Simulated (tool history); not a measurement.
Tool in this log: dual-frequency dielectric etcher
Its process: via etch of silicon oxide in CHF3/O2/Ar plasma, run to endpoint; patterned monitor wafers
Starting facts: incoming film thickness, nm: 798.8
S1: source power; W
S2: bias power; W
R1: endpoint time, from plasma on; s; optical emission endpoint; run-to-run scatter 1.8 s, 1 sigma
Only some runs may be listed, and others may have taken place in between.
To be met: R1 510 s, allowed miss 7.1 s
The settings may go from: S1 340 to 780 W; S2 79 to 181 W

run 1 day=0 | S1=560 S2=130 | R1=452.94
run 2 day=0.338 | S1=560 S2=110 | R1=469.4
run 3 day=0.592 | S1=610 S2=110 | R1=461.29
run 4 day=0.954 | S1=610 S2=89 | R1=478.45
run 5 day=1.258 | S1=580 S2=88 | R1=487.73
run 6 day=1.492 | S1=560 S2=87 | R1=494.71
-- day=1.8 wet clean of the chamber
run 7 day=1.8 | S1=510 S2=86 | R1=492.44
run 8 day=2.133 | S1=400 S2=79 | R1=549.96
run 9 day=2.362 | S1=430 S2=80 | R1=530.82
run 10 day=2.5 | S1=450 S2=81 | R1=528.19
run 11 day=2.625 | S1=520 S2=83 | R1=492.21

Exactly one of the 5 candidate moves below puts every result within its allowed miss. Which one?
run A day=2.75 | S1=490 S2=79 | R1=?
run B day=2.75 | S1=590 S2=80 | R1=?
run C day=2.75 | S1=380 S2=111 | R1=?
run D day=2.75 | S1=580 S2=81 | R1=?
run E day=2.75 | S1=480 S2=99 | R1=?

move=A R1=507.28
move=B R1=473.34
move=C R1=518.74
move=D R1=475.26
move=E R1=489.83
A: every result within its allowed miss
B: misses by more than the last run did
C: the result that was furthest off in the last run now lies on the other side of its target
D: misses by more than the last run did
E: misses by more than the last run did
Go with A: it meets all targets.
